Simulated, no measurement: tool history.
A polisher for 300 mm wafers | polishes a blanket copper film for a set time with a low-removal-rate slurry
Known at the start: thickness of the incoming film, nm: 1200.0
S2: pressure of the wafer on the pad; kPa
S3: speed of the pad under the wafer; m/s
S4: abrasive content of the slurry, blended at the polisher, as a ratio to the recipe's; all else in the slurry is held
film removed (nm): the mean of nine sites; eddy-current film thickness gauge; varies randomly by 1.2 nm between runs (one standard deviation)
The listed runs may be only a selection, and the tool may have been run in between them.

Run 1, hour 0.0: flow of slurry (ml/min) 195, S2 15.2 kPa, S3 1.14 m/s, S4 1.0, polishing time (s) 54. Result: film removed (nm) 148.38.
Run 2, hour 8.4: flow of slurry (ml/min) 195, S2 15.2 kPa, S3 1.14 m/s, S4 1.0, polishing time (s) 48. Result: film removed (nm) 131.90.
Run 3, hour 15.6: flow of slurry (ml/min) 195, S2 15.2 kPa, S3 1.14 m/s, S4 1.1, polishing time (s) 48. Result: film removed (nm) 135.72.
Run 4, hour 17.5: flow of slurry (ml/min) 195, S2 15.2 kPa, S3 1.14 m/s, S4 1.1, polishing time (s) 48. Result: film removed (nm) 141.69.
Run 5, hour 24.4: flow of slurry (ml/min) 195, S2 13.8 kPa, S3 1.14 m/s, S4 1.1, polishing time (s) 48. Result: film removed (nm) 125.55.
Run 6, hour 29.9: flow of slurry (ml/min) 195, S2 12.4 kPa, S3 1.14 m/s, S4 1.1, polishing time (s) 48. Result: film removed (nm) 118.37.

Predict the results of run 7:
Run 7, hour 37.8: flow of slurry (ml/min) 195, S2 11.7 kPa, S3 1.14 m/s, S4 1.1, polishing time (s) 48. Result: film removed (nm) ?.

For run 7 the tool returned film removed (nm) 110.56.
